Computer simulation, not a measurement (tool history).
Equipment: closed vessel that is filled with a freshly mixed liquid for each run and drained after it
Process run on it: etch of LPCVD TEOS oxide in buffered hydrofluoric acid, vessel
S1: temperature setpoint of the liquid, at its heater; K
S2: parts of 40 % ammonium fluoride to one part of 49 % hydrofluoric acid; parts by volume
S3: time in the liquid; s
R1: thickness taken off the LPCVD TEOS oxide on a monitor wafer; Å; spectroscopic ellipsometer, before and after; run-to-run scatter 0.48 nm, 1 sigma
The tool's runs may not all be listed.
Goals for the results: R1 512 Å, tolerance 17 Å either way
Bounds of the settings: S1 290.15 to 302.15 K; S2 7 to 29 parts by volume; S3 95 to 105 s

{"run": 1, "hour": 0.0, "S1": 294.15, "S2": 18, "S3": 95, "R1": 782.18}
{"run": 2, "hour": 3.1, "S1": 294.15, "S2": 21.5, "S3": 95, "R1": 681.95}
{"run": 3, "hour": 10.1, "S1": 294.15, "S2": 21.5, "S3": 105, "R1": 754.45}
{"run": 4, "hour": 15.2, "S1": 294.15, "S2": 26.5, "S3": 105, "R1": 651.98}
{"run": 5, "hour": 18.1, "S1": 296.65, "S2": 26.5, "S3": 105, "R1": 750.12}
{"run": 6, "hour": 23.7, "S1": 296.65, "S2": 26.5, "S3": 105, "R1": 737.7}
{"run": 7, "hour": 25.7, "S1": 295.15, "S2": 26.5, "S3": 105, "R1": 693.05}
{"run": 8, "hour": 34.0, "S1": 294.15, "S2": 27, "S3": 105, "R1": 634.42}

Which of these 4 next moves meets every target?
{"run": "A", "hour": 42.3, "S1": 294.15, "S2": 22, "S3": 105, "R1": "?"}
{"run": "B", "hour": 42.3, "S1": 293.15, "S2": 29, "S3": 100, "R1": "?"}
{"run": "C", "hour": 42.3, "S1": 293.65, "S2": 29, "S3": 105, "R1": "?"}
{"run": "D", "hour": 42.3, "S1": 290.65, "S2": 24, "S3": 95, "R1": "?"}

move=A R1=744.93
move=B R1=549.31
move=C R1=593.25
move=D R1=520.72
A: lands further from the targets than the last run did
B: closer than the last run, but not yet in spec
C: closer than the last run, but not yet in spec
D: all results in spec
So the answer is move D, the one that meets all the targets.
